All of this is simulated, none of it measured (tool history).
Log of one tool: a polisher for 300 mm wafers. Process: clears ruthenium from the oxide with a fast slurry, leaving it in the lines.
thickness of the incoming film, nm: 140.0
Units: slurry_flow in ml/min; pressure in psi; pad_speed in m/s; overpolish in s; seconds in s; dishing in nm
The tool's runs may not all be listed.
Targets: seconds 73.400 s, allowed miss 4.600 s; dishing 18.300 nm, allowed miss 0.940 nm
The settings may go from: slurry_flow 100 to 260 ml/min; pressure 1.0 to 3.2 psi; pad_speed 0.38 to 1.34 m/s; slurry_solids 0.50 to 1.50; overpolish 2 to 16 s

| run | hour | slurry_flow | pressure | pad_speed | slurry_solids | overpolish | seconds | dishing |
|---|---|---|---|---|---|---|---|---|
| 1 | 0.0 | 165 | 2.1 | 0.86 | 1.00 | 8 | 69.401 | 12.006 |
| 2 | 3.7 | 165 | 2.1 | 0.86 | 1.00 | 9 | 69.979 | 13.283 |
| 3 | 5.0 | 165 | 2.1 | 0.86 | 1.00 | 10 | 67.648 | 14.532 |
| 4 | 12.0 | 165 | 2.1 | 0.86 | 1.00 | 11 | 69.560 | 15.572 |
| 5 | 17.6 | 165 | 1.6 | 0.86 | 1.00 | 11 | 87.860 | 12.649 |
| 6 | 24.3 | 165 | 1.6 | 0.86 | 1.00 | 14 | 87.064 | 15.252 |
| 7 | 32.7 | 165 | 1.7 | 0.86 | 1.00 | 14 | 83.203 | 16.084 |
| 8 | 36.5 | 170 | 1.8 | 0.86 | 1.00 | 14 | 78.728 | 16.591 |
| 9 | 43.1 | 170 | 1.9 | 0.86 | 1.00 | 14 | 74.159 | 17.628 |
|  | 49.9 | slurry blender recalibrated |
| 10 | 49.9 | 170 | 1.9 | 0.88 | 1.00 | 14 | 64.311 | 18.759 |
| 11 | 56.8 | 165 | 1.9 | 0.88 | 1.00 | 14 | 65.288 | 19.379 |
| 12 | 59.1 | 170 | 1.9 | 0.88 | 1.00 | 14 | 64.370 | 18.535 |
| 13 | 65.4 | 165 | 1.9 | 0.88 | 1.00 | 14 | 67.093 | 19.245 |
| 14 | 67.3 | 170 | 1.8 | 0.88 | 1.00 | 14 | 65.218 | 18.189 |
| 15 | 70.1 | 165 | 1.8 | 0.88 | 1.00 | 14 | 67.876 | 18.704 |

5 next moves are on the table. One of them brings every result within its allowed miss. Which?
| A | 72.9 | 185 | 2.2 | 0.66 | 1.05 | 15 | ? | ? |
| B | 72.9 | 165 | 2.0 | 0.84 | 1.10 | 12 | ? | ? |
| C | 72.9 | 165 | 1.7 | 1.06 | 0.85 | 14 | ? | ? |
| D | 72.9 | 195 | 1.7 | 1.04 | 0.95 | 13 | ? | ? |
| E | 72.9 | 150 | 1.4 | 1.28 | 0.95 | 12 | ? | ? |

| move | seconds | dishing |
|---|---|---|
| A | 71.278 | 18.953 |
| B | 61.572 | 18.018 |
| C | 65.695 | 19.108 |
| D | 61.517 | 19.004 |
| E | 62.861 | 17.769 |
A: meets every target
B: further off than the last run
C: further off than the last run
D: further off than the last run
E: further off than the last run
Answer: A

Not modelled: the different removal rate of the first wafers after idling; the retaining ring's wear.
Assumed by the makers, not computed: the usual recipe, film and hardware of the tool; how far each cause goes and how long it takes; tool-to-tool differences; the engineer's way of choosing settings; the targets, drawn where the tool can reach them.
